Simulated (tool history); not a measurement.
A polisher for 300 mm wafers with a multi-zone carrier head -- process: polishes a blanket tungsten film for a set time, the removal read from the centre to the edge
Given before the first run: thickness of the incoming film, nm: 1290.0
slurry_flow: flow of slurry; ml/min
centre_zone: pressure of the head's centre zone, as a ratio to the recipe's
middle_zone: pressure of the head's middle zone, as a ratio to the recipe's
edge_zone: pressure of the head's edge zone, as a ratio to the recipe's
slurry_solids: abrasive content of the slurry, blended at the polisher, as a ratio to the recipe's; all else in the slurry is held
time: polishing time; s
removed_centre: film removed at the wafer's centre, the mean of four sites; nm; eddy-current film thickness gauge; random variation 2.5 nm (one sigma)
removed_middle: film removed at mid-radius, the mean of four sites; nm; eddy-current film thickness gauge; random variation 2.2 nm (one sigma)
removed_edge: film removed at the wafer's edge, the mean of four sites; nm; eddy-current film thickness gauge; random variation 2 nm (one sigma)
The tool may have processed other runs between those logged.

{"run": 1, "hour": 0.0, "slurry_flow": 240, "centre_zone": 1.0, "middle_zone": 1.0, "edge_zone": 1.0, "slurry_solids": 1.0, "time": 63, "removed_centre": 312.75, "removed_middle": 302.19, "removed_edge": 303.27}
{"run": 2, "hour": 0.7, "slurry_flow": 240, "centre_zone": 1.0, "middle_zone": 0.99, "edge_zone": 0.99, "slurry_solids": 0.95, "time": 59, "removed_centre": 286.55, "removed_middle": 278.63, "removed_edge": 278.95}
{"run": 3, "hour": 4.0, "slurry_flow": 240, "centre_zone": 1.01, "middle_zone": 0.98, "edge_zone": 0.98, "slurry_solids": 0.9, "time": 56, "removed_centre": 263.95, "removed_middle": 253.94, "removed_edge": 262.85}
{"run": 4, "hour": 5.4, "slurry_flow": 240, "centre_zone": 1.01, "middle_zone": 0.98, "edge_zone": 0.98, "slurry_solids": 0.9, "time": 68, "removed_centre": 331.95, "removed_middle": 319.18, "removed_edge": 324.43}
{"run": 5, "hour": 6.3, "slurry_flow": 240, "centre_zone": 1.03, "middle_zone": 0.99, "edge_zone": 0.97, "slurry_solids": 0.85, "time": 63, "removed_centre": 297.39, "removed_middle": 285.51, "removed_edge": 287.96}
{"run": 6, "hour": 8.7, "slurry_flow": 240, "centre_zone": 1.05, "middle_zone": 0.99, "edge_zone": 0.96, "slurry_solids": 0.8, "time": 60, "removed_centre": 289.6, "removed_middle": 266.0, "removed_edge": 269.0}
{"run": 7, "hour": 16.9, "slurry_flow": 240, "centre_zone": 1.05, "middle_zone": 0.99, "edge_zone": 0.95, "slurry_solids": 0.75, "time": 57, "removed_centre": 267.62, "removed_middle": 250.98, "removed_edge": 257.2}
{"run": 8, "hour": 18.1, "slurry_flow": 240, "centre_zone": 1.06, "middle_zone": 1.0, "edge_zone": 0.94, "slurry_solids": 0.7, "time": 54, "removed_centre": 254.42, "removed_middle": 232.83, "removed_edge": 229.98}

What does the tool deliver on the next run?
{"run": 9, "hour": 26.2, "slurry_flow": 220, "centre_zone": 0.98, "middle_zone": 0.92, "edge_zone": 0.87, "slurry_solids": 0.5, "time": 38, "removed_centre": "?", "removed_middle": "?", "removed_edge": "?"}

removed_centre: 150.38 nm
removed_middle: 140.73 nm
removed_edge: 146.75 nm
